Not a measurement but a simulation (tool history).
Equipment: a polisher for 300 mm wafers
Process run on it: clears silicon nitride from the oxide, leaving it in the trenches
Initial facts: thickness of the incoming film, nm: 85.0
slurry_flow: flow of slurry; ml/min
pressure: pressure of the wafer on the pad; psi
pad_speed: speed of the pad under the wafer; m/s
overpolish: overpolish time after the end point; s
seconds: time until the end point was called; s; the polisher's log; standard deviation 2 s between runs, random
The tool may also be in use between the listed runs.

Run 1, hour 0.0: slurry_flow 200 ml/min, pressure 2.4 psi, pad_speed 1.20 m/s, overpolish 7 s. Result: seconds 104.93 s.
Run 2, hour 8.2: slurry_flow 200 ml/min, pressure 2.2 psi, pad_speed 1.16 m/s, overpolish 7 s. Result: seconds 117.65 s.
Run 3, hour 9.7: slurry_flow 200 ml/min, pressure 2.0 psi, pad_speed 1.14 m/s, overpolish 7 s. Result: seconds 127.06 s.
Run 4, hour 16.9: slurry_flow 155 ml/min, pressure 2.0 psi, pad_speed 1.14 m/s, overpolish 7 s. Result: seconds 130.03 s.
Run 5, hour 21.7: slurry_flow 155 ml/min, pressure 1.8 psi, pad_speed 1.10 m/s, overpolish 7 s. Result: seconds 147.54 s.
Run 6, hour 25.2: slurry_flow 155 ml/min, pressure 1.7 psi, pad_speed 1.08 m/s, overpolish 7 s. Result: seconds 155.11 s.

Run 7 has not been measured yet. What should we expect?
Run 7, hour 31.3: slurry_flow 155 ml/min, pressure 1.6 psi, pad_speed 1.06 m/s, overpolish 7 s. Result: seconds ?.

Run 7 came out at seconds 167.45 s.
